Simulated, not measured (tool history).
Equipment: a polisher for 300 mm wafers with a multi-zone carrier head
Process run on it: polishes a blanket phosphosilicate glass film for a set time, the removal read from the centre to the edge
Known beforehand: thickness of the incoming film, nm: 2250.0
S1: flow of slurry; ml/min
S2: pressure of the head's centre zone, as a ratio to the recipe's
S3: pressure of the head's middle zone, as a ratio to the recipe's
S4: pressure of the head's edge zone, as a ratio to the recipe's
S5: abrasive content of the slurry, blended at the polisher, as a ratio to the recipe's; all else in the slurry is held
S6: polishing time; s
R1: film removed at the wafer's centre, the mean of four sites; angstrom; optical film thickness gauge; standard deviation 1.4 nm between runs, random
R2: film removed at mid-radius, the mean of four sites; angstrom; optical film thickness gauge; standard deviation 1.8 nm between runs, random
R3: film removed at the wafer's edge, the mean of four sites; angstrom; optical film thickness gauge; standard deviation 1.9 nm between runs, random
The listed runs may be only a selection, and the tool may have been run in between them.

run,hour,S1,S2,S3,S4,S5,S6,R1,R2,R3
1,0.0,310,1.00,1.00,1.00,1.00,31,1753.7,1729.0,1658.2
2,2.5,310,1.00,1.00,0.96,1.00,31,1745.0,1748.0,1668.6
3,3.6,310,1.00,1.00,0.96,1.00,28,1562.9,1573.9,1521.8
4,4.9,310,1.00,1.00,0.96,1.00,21,1172.9,1185.4,1149.8
5,7.4,355,1.00,1.00,0.96,1.00,21,1174.0,1204.7,1152.9
6,11.4,355,1.05,1.00,0.96,1.00,21,1236.0,1216.5,1185.3
7,17.1,370,1.02,1.01,1.02,1.15,21,1306.8,1312.3,1231.2
8,22.7,360,0.95,0.98,1.01,1.25,23,1347.9,1401.7,1359.0

For run 9, what comes out?
9,29.8,360,0.92,0.98,1.01,1.35,24,?,?,?

R1: 1383.3 angstrom
R2: 1481.4 angstrom
R3: 1493.7 angstrom

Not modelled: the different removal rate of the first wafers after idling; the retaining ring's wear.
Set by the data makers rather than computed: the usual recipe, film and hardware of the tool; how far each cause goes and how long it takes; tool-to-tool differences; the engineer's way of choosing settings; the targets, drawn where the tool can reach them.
